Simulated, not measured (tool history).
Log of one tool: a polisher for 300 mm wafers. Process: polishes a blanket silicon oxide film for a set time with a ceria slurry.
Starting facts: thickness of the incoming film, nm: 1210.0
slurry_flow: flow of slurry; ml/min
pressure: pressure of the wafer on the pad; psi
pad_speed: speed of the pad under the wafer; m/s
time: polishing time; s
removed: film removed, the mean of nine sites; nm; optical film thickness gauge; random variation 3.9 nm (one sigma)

{"run": 1, "hour": 0.0, "slurry_flow": 265, "pressure": 4, "pad_speed": 1.42, "time": 76, "removed": 642.87}
{"run": 2, "hour": 1.7, "slurry_flow": 210, "pressure": 4, "pad_speed": 1.42, "time": 76, "removed": 641.42}
{"run": 3, "hour": 9.3, "slurry_flow": 210, "pressure": 3.4, "pad_speed": 1.3, "time": 76, "removed": 494.46}
{"run": 4, "hour": 10.3, "slurry_flow": 210, "pressure": 3, "pad_speed": 1.24, "time": 76, "removed": 423.1}
{"run": 5, "hour": 14.8, "slurry_flow": 210, "pressure": 2.7, "pad_speed": 1.2, "time": 76, "removed": 380.72}
{"run": 6, "hour": 18.4, "slurry_flow": 270, "pressure": 2.7, "pad_speed": 1.2, "time": 76, "removed": 395.05}
{"run": 7, "hour": 27.1, "slurry_flow": 270, "pressure": 2.5, "pad_speed": 1.16, "time": 76, "removed": 347.75}
{"run": 8, "hour": 28.7, "slurry_flow": 270, "pressure": 2.3, "pad_speed": 1.16, "time": 76, "removed": 313.82}
{"run": 9, "hour": 32.5, "slurry_flow": 270, "pressure": 2.2, "pad_speed": 1.16, "time": 76, "removed": 307.35}

Run 10, settings as shown, results not yet in. Your forecast:
{"run": 10, "hour": 37.2, "slurry_flow": 270, "pressure": 2.1, "pad_speed": 1.16, "time": 76, "removed": "?"}

Logged for run 10: removed 304.45 nm.
